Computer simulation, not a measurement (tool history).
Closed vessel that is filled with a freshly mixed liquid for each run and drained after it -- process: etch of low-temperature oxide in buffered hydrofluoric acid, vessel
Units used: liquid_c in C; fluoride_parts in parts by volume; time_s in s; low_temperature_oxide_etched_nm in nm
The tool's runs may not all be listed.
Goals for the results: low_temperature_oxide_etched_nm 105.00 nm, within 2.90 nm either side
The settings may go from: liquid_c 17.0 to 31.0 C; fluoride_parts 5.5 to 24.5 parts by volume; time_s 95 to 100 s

| run | day | liquid_c | fluoride_parts | time_s | low_temperature_oxide_etched_nm |
|---|---|---|---|---|---|
| 1 | 0.000 | 23.0 | 15.0 | 95 | 197.09 |
| 2 | 0.138 | 23.0 | 11.5 | 95 | 254.34 |
| 3 | 0.188 | 19.5 | 11.5 | 95 | 207.29 |
| 4 | 0.217 | 18.5 | 14.0 | 95 | 162.47 |
| 5 | 0.379 | 19.5 | 14.0 | 95 | 169.55 |
| 6 | 0.688 | 18.5 | 15.5 | 95 | 146.38 |
| 7 | 0.762 | 18.0 | 16.5 | 95 | 134.09 |
| 8 | 1.104 | 17.5 | 17.5 | 95 | 123.70 |
| 9 | 1.467 | 17.5 | 18.0 | 95 | 118.91 |
| 10 | 1.658 | 17.5 | 18.5 | 95 | 116.22 |
| 11 | 1.992 | 17.5 | 19.0 | 95 | 114.72 |
| 12 | 2.092 | 17.5 | 19.5 | 95 | 111.17 |

Next run, 4 choices. One meets every target within its allowed miss, the rest don't. Which?
| A | 2.192 | 18.5 | 22.5 | 95 | ? |
| B | 2.192 | 17.0 | 23.0 | 100 | ? |
| C | 2.192 | 18.5 | 19.0 | 95 | ? |
| D | 2.192 | 17.5 | 18.5 | 95 | ? |

| move | low_temperature_oxide_etched_nm |
|---|---|
| A | 106.63 |
| B | 101.48 |
| C | 121.68 |
| D | 118.02 |
A: each result inside its tolerance
B: moves the result that the last run missed by most past its target, out the other side
C: misses by more than the last run did
D: misses by more than the last run did
So the answer is move A, the one that meets all the targets.
